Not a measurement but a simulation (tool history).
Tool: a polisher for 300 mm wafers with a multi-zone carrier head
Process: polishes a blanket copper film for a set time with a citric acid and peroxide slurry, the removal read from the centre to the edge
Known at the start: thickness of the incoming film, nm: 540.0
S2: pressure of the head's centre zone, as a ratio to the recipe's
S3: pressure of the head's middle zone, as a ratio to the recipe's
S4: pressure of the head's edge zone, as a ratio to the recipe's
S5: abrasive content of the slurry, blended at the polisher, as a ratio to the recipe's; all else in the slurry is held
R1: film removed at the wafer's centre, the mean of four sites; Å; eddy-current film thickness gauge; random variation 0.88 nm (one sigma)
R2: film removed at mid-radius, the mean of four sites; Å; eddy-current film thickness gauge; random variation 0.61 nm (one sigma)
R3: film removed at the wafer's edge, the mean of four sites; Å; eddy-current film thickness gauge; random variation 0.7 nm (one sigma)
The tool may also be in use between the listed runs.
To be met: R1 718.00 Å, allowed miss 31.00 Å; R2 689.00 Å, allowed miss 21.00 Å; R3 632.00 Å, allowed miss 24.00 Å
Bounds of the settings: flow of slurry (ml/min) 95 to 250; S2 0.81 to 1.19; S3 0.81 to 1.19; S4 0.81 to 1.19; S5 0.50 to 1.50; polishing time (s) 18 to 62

{"run": 1, "hour": 0.0, "flow of slurry (ml/min)": 160, "S2": 1.0, "S3": 1.0, "S4": 1.0, "S5": 1.0, "polishing time (s)": 40, "R1": 802.65, "R2": 832.2, "R3": 799.44}
{"run": 2, "hour": 6.4, "flow of slurry (ml/min)": 160, "S2": 0.92, "S3": 1.0, "S4": 1.0, "S5": 1.0, "polishing time (s)": 40, "R1": 725.43, "R2": 824.53, "R3": 797.14}
{"run": 3, "hour": 8.3, "flow of slurry (ml/min)": 160, "S2": 0.96, "S3": 1.0, "S4": 1.0, "S5": 1.0, "polishing time (s)": 40, "R1": 777.13, "R2": 830.91, "R3": 808.04}
{"run": 4, "hour": 14.3, "flow of slurry (ml/min)": 160, "S2": 0.96, "S3": 0.93, "S4": 1.0, "S5": 1.0, "polishing time (s)": 40, "R1": 765.39, "R2": 786.35, "R3": 796.81}
{"run": 5, "hour": 20.6, "flow of slurry (ml/min)": 160, "S2": 0.96, "S3": 0.86, "S4": 1.0, "S5": 1.0, "polishing time (s)": 40, "R1": 769.12, "R2": 760.13, "R3": 821.54}
{"run": 6, "hour": 29.0, "flow of slurry (ml/min)": 190, "S2": 0.96, "S3": 0.86, "S4": 1.0, "S5": 1.0, "polishing time (s)": 40, "R1": 794.51, "R2": 770.11, "R3": 818.1}
{"run": 7, "hour": 30.7, "flow of slurry (ml/min)": 195, "S2": 0.96, "S3": 0.87, "S4": 0.99, "S5": 0.95, "polishing time (s)": 40, "R1": 764.48, "R2": 778.58, "R3": 820.46}
{"run": 8, "hour": 31.6, "flow of slurry (ml/min)": 195, "S2": 0.98, "S3": 0.88, "S4": 0.97, "S5": 0.95, "polishing time (s)": 39, "R1": 778.5, "R2": 745.42, "R3": 783.44}
{"run": 9, "hour": 37.2, "flow of slurry (ml/min)": 150, "S2": 0.97, "S3": 0.98, "S4": 0.87, "S5": 0.7, "polishing time (s)": 38, "R1": 676.01, "R2": 711.97, "R3": 673.07}
{"run": 10, "hour": 42.3, "flow of slurry (ml/min)": 150, "S2": 0.98, "S3": 0.98, "S4": 0.86, "S5": 0.7, "polishing time (s)": 38, "R1": 684.87, "R2": 694.16, "R3": 670.47}
{"run": 11, "hour": 47.8, "flow of slurry (ml/min)": 160, "S2": 1.06, "S3": 1.05, "S4": 0.81, "S5": 0.55, "polishing time (s)": 37, "R1": 682.19, "R2": 676.16, "R3": 600.85}
{"run": 12, "hour": 49.9, "flow of slurry (ml/min)": 160, "S2": 1.06, "S3": 1.05, "S4": 0.82, "S5": 0.55, "polishing time (s)": 37, "R1": 685.75, "R2": 670.96, "R3": 603.37}

Which of these 5 next moves meets every target?
{"run": "A", "hour": 52.0, "flow of slurry (ml/min)": 135, "S2": 0.99, "S3": 0.91, "S4": 0.91, "S5": 0.5, "polishing time (s)": 41, "R1": "?", "R2": "?", "R3": "?"}
{"run": "B", "hour": 52.0, "flow of slurry (ml/min)": 175, "S2": 1.01, "S3": 0.95, "S4": 0.97, "S5": 0.6, "polishing time (s)": 35, "R1": "?", "R2": "?", "R3": "?"}
{"run": "C", "hour": 52.0, "flow of slurry (ml/min)": 150, "S2": 1.01, "S3": 1.0, "S4": 0.85, "S5": 0.5, "polishing time (s)": 38, "R1": "?", "R2": "?", "R3": "?"}
{"run": "D", "hour": 52.0, "flow of slurry (ml/min)": 175, "S2": 1.09, "S3": 1.04, "S4": 0.87, "S5": 0.6, "polishing time (s)": 37, "R1": "?", "R2": "?", "R3": "?"}
{"run": "E", "hour": 52.0, "flow of slurry (ml/min)": 195, "S2": 1.05, "S3": 1.16, "S4": 0.81, "S5": 0.6, "polishing time (s)": 32, "R1": "?", "R2": "?", "R3": "?"}

move=A R1=669.81 R2=666.14 R3=657.57
move=B R1=640.60 R2=633.86 R3=620.85
move=C R1=647.28 R2=659.30 R3=601.19
move=D R1=731.53 R2=701.43 R3=628.22
move=E R1=620.44 R2=653.37 R3=534.52
A: takes the result that was furthest off past its target
B: brings the result that was furthest off to its target, and leaves another outside
C: further off than the last run
D: meets every target
E: further off than the last run
Move D is the one to make.

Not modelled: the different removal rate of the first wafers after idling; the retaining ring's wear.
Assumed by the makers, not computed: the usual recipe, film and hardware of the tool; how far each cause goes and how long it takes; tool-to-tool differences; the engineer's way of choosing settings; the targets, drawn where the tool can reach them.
